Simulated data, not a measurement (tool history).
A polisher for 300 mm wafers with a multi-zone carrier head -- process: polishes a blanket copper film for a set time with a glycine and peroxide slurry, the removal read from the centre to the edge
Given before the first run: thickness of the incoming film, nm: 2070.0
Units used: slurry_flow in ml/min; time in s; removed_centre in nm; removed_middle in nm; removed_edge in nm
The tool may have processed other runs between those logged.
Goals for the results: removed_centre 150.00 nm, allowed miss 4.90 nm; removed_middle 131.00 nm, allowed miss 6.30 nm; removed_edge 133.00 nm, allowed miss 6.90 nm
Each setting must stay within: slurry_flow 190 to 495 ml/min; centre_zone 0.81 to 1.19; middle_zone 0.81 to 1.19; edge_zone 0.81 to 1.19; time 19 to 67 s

Run 1, hour 0.0: slurry_flow 320 ml/min, centre_zone 1.00, middle_zone 1.00, edge_zone 1.00, time 43 s. Result: removed_centre 171.62 nm, removed_middle 172.65 nm, removed_edge 160.33 nm.
Run 2, hour 3.2: slurry_flow 320 ml/min, centre_zone 1.00, middle_zone 0.98, edge_zone 0.99, time 42 s. Result: removed_centre 166.87 nm, removed_middle 170.23 nm, removed_edge 165.25 nm.
Run 3, hour 6.1: slurry_flow 320 ml/min, centre_zone 1.02, middle_zone 0.98, edge_zone 1.00, time 40 s. Result: removed_centre 163.07 nm, removed_middle 159.42 nm, removed_edge 154.36 nm.
Run 4, hour 8.2: slurry_flow 320 ml/min, centre_zone 1.03, middle_zone 0.98, edge_zone 1.00, time 39 s. Result: removed_centre 162.52 nm, removed_middle 158.44 nm, removed_edge 151.25 nm.
Run 5, hour 9.7: slurry_flow 320 ml/min, centre_zone 1.04, middle_zone 0.97, edge_zone 1.00, time 38 s. Result: removed_centre 159.08 nm, removed_middle 150.78 nm, removed_edge 145.74 nm.
Run 6, hour 15.7: slurry_flow 355 ml/min, centre_zone 1.04, middle_zone 0.97, edge_zone 1.00, time 38 s. Result: removed_centre 159.11 nm, removed_middle 152.50 nm, removed_edge 149.85 nm.
Run 7, hour 16.8: slurry_flow 350 ml/min, centre_zone 1.05, middle_zone 0.96, edge_zone 1.00, time 37 s. Result: removed_centre 156.95 nm, removed_middle 147.80 nm, removed_edge 143.24 nm.
Run 8, hour 24.1: slurry_flow 350 ml/min, centre_zone 1.06, middle_zone 0.95, edge_zone 1.00, time 36 s. Result: removed_centre 153.18 nm, removed_middle 139.85 nm, removed_edge 137.45 nm.
At hour 30.7: edge zone pressure recalibrated.
Run 9, hour 30.7: slurry_flow 350 ml/min, centre_zone 1.06, middle_zone 0.94, edge_zone 1.00, time 36 s. Result: removed_centre 156.12 nm, removed_middle 140.84 nm, removed_edge 146.30 nm.
Run 10, hour 37.4: slurry_flow 350 ml/min, centre_zone 1.07, middle_zone 0.94, edge_zone 1.00, time 36 s. Result: removed_centre 157.50 nm, removed_middle 137.68 nm, removed_edge 147.43 nm.

Pick the move, out of 5, that brings all results within their allowed miss; only one does.
Run A, hour 44.1: slurry_flow 335 ml/min, centre_zone 1.08, middle_zone 1.10, edge_zone 0.95, time 34 s. Result: removed_centre ?, removed_middle ?, removed_edge ?.
Run B, hour 44.1: slurry_flow 310 ml/min, centre_zone 0.92, middle_zone 0.85, edge_zone 1.03, time 37 s. Result: removed_centre ?, removed_middle ?, removed_edge ?.
Run C, hour 44.1: slurry_flow 385 ml/min, centre_zone 1.11, middle_zone 0.98, edge_zone 0.96, time 33 s. Result: removed_centre ?, removed_middle ?, removed_edge ?.
Run D, hour 44.1: slurry_flow 320 ml/min, centre_zone 1.11, middle_zone 1.09, edge_zone 0.98, time 33 s. Result: removed_centre ?, removed_middle ?, removed_edge ?.
Run E, hour 44.1: slurry_flow 380 ml/min, centre_zone 1.06, middle_zone 0.94, edge_zone 0.93, time 37 s. Result: removed_centre ?, removed_middle ?, removed_edge ?.

move  removed_centre  removed_middle  removed_edge
   A          147.63          151.36        133.98
   B          135.55          133.44        150.66
   C          148.81          135.15        131.82
   D          146.71          145.27        131.40
   E          159.08          146.50        145.85
A: brings the last run's worst result on target, with another outside its allowed miss
B: moves away from the targets compared with the last run
C: meets every target
D: brings the last run's worst result on target, with another outside its allowed miss
E: moves away from the targets compared with the last run
The move that meets every target is C.
